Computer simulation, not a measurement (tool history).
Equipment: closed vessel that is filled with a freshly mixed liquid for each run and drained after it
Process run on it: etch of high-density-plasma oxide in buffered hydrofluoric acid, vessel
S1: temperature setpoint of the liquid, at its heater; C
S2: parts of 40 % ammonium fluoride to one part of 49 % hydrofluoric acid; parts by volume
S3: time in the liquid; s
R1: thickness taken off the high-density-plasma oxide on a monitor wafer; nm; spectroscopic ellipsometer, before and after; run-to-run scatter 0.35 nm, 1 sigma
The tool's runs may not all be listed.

run	day	S1	S2	S3	R1
1	0.000	21.0	17.0	100	93.495
2	0.271	19.5	18.0	100	81.082
3	0.525	19.5	18.0	105	85.718
4	0.588	18.5	18.5	105	77.868
5	0.883	18.5	15.0	105	94.895
6	1.242	18.5	15.0	105	96.324
7	1.396	18.0	16.5	105	84.955
8	1.608	17.5	17.5	105	77.547
9	1.654	17.5	18.5	105	74.158

What will run 10 give?
10	1.783	17.5	19.0	105	?

Run 10 produced R1 71.809 nm.
